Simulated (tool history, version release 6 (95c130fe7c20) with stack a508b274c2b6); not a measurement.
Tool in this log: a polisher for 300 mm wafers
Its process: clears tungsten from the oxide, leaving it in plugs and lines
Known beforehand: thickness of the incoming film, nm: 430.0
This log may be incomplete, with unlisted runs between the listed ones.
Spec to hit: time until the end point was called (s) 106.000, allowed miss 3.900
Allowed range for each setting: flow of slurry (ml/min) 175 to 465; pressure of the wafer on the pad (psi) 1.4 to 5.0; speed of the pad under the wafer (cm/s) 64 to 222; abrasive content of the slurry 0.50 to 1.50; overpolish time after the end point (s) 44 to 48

run  hour  flow of slurry (ml/min)  pressure of the wafer on the pad (psi)  speed of the pad under the wafer (cm/s)  abrasive content of the slurry  overpolish time after the end point (s)  time until the end point was called (s)
  1   0.0                      295                                     3.2                                      142                            1.00                                       44                                   79.591
  2   0.7                      295                                     3.1                                      142                            1.00                                       44                                   82.720
  3   8.0                      295                                     3.0                                      142                            1.00                                       44                                   83.807
  4  11.1                      265                                     3.0                                      142                            1.00                                       44                                   83.530
  5  19.8                      265                                     3.0                                      142                            1.10                                       44                                   80.708
  6  22.0                      265                                     2.9                                      142                            1.10                                       44                                   83.476
  7  30.0                      265                                     2.8                                      142                            1.10                                       44                                   84.473
  8  37.2                      265                                     2.7                                      142                            1.10                                       44                                   87.920

5 candidate next runs follow, results not yet known. Just one meets every target within its allowed miss. Identify it.
  A  44.4                      230                                     2.7                                      158                            1.05                                       44                                        ?
  B  44.4                      320                                     3.8                                      132                            1.10                                       48                                        ?
  C  44.4                      260                                     2.4                                      138                            1.10                                       44                                        ?
  D  44.4                      250                                     2.5                                      124                            1.10                                       47                                        ?
  E  44.4                      250                                     3.3                                      112                            1.10                                       45                                        ?

move  time until the end point was called (s)
   A                                   81.417
   B                                   75.282
   C                                   96.497
   D                                  105.120
   E                                   98.768
A: lands further from the targets than the last run did
B: lands further from the targets than the last run did
C: nearer than the last run, and not there yet
D: every result within its allowed miss
E: nearer than the last run, and not there yet
Correct choice: D, which meets every target
